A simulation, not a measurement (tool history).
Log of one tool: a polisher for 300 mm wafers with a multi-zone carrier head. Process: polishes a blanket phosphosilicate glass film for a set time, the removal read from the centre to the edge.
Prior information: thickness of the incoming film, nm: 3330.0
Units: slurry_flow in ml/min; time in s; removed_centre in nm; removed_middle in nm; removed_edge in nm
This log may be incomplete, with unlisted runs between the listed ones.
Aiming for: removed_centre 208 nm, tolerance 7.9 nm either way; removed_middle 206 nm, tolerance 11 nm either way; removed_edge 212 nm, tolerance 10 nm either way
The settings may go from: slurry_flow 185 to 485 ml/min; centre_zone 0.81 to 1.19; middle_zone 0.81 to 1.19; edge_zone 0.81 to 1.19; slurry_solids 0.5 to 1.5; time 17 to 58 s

{"run": 1, "hour": 0.0, "slurry_flow": 310, "centre_zone": 1, "middle_zone": 1, "edge_zone": 1, "slurry_solids": 1, "time": 37, "removed_centre": 321.68, "removed_middle": 341.26, "removed_edge": 328.19}
{"run": 2, "hour": 5.7, "slurry_flow": 355, "centre_zone": 1, "middle_zone": 1, "edge_zone": 1, "slurry_solids": 1, "time": 37, "removed_centre": 320.06, "removed_middle": 353.55, "removed_edge": 330.44}
{"run": 3, "hour": 7.1, "slurry_flow": 355, "centre_zone": 1, "middle_zone": 1, "edge_zone": 1, "slurry_solids": 1, "time": 28, "removed_centre": 245.32, "removed_middle": 263.21, "removed_edge": 247.69}
{"run": 4, "hour": 8.9, "slurry_flow": 350, "centre_zone": 1, "middle_zone": 0.98, "edge_zone": 0.99, "slurry_solids": 0.95, "time": 28, "removed_centre": 241.94, "removed_middle": 255.56, "removed_edge": 242.98}
{"run": 5, "hour": 10.4, "slurry_flow": 345, "centre_zone": 1, "middle_zone": 0.97, "edge_zone": 0.99, "slurry_solids": 0.9, "time": 28, "removed_centre": 235.56, "removed_middle": 253.15, "removed_edge": 241.03}
{"run": 6, "hour": 16.7, "slurry_flow": 345, "centre_zone": 1, "middle_zone": 1.05, "edge_zone": 0.99, "slurry_solids": 0.9, "time": 28, "removed_centre": 240.32, "removed_middle": 272.65, "removed_edge": 244.47}
{"run": 7, "hour": 22.1, "slurry_flow": 340, "centre_zone": 1, "middle_zone": 1.02, "edge_zone": 0.99, "slurry_solids": 0.9, "time": 28, "removed_centre": 237.71, "removed_middle": 257.14, "removed_edge": 243.66}
{"run": 8, "hour": 23.4, "slurry_flow": 340, "centre_zone": 1, "middle_zone": 1, "edge_zone": 0.98, "slurry_solids": 0.85, "time": 28, "removed_centre": 230.18, "removed_middle": 251.59, "removed_edge": 239.21}
{"run": 9, "hour": 29.1, "slurry_flow": 340, "centre_zone": 1, "middle_zone": 0.98, "edge_zone": 0.97, "slurry_solids": 0.85, "time": 28, "removed_centre": 228.24, "removed_middle": 248.88, "removed_edge": 238.22}
{"run": 10, "hour": 37.7, "slurry_flow": 340, "centre_zone": 1.01, "middle_zone": 0.97, "edge_zone": 0.97, "slurry_solids": 0.85, "time": 28, "removed_centre": 233.56, "removed_middle": 249.36, "removed_edge": 236.1}
{"run": 11, "hour": 41.3, "slurry_flow": 335, "centre_zone": 1.01, "middle_zone": 0.95, "edge_zone": 0.97, "slurry_solids": 0.85, "time": 28, "removed_centre": 231.04, "removed_middle": 236.44, "removed_edge": 230.64}
{"run": 12, "hour": 45.0, "slurry_flow": 300, "centre_zone": 0.95, "middle_zone": 0.87, "edge_zone": 0.92, "slurry_solids": 0.8, "time": 28, "removed_centre": 210.94, "removed_middle": 220.69, "removed_edge": 221.8}
{"run": 13, "hour": 49.9, "slurry_flow": 300, "centre_zone": 0.95, "middle_zone": 0.86, "edge_zone": 0.92, "slurry_solids": 0.8, "time": 28, "removed_centre": 207.9, "removed_middle": 214.47, "removed_edge": 220.63}

Exactly one of the 4 candidate moves below puts every result within its allowed miss. Which one?
{"run": "A", "hour": 54.8, "slurry_flow": 335, "centre_zone": 0.94, "middle_zone": 0.89, "edge_zone": 0.83, "slurry_solids": 0.8, "time": 28, "removed_centre": "?", "removed_middle": "?", "removed_edge": "?"}
{"run": "B", "hour": 54.8, "slurry_flow": 350, "centre_zone": 0.87, "middle_zone": 0.81, "edge_zone": 0.91, "slurry_solids": 0.95, "time": 27, "removed_centre": "?", "removed_middle": "?", "removed_edge": "?"}
{"run": "C", "hour": 54.8, "slurry_flow": 260, "centre_zone": 1.02, "middle_zone": 0.94, "edge_zone": 0.94, "slurry_solids": 0.85, "time": 27, "removed_centre": "?", "removed_middle": "?", "removed_edge": "?"}
{"run": "D", "hour": 54.8, "slurry_flow": 280, "centre_zone": 0.98, "middle_zone": 0.85, "edge_zone": 0.91, "slurry_solids": 0.9, "time": 26, "removed_centre": "?", "removed_middle": "?", "removed_edge": "?"}

move=A removed_centre=212.01 removed_middle=228.79 removed_edge=217.65
move=B removed_centre=202.14 removed_middle=220.86 removed_edge=234.02
move=C removed_centre=220.5 removed_middle=228.3 removed_edge=222.38
move=D removed_centre=210.16 removed_middle=210.8 removed_edge=217.1
A: meets the target for the result that was furthest off, but another lies outside its allowed miss
B: lands further from the targets than the last run did
C: lands further from the targets than the last run did
D: every result lands within tolerance
So the answer is move D, the one that meets all the targets.

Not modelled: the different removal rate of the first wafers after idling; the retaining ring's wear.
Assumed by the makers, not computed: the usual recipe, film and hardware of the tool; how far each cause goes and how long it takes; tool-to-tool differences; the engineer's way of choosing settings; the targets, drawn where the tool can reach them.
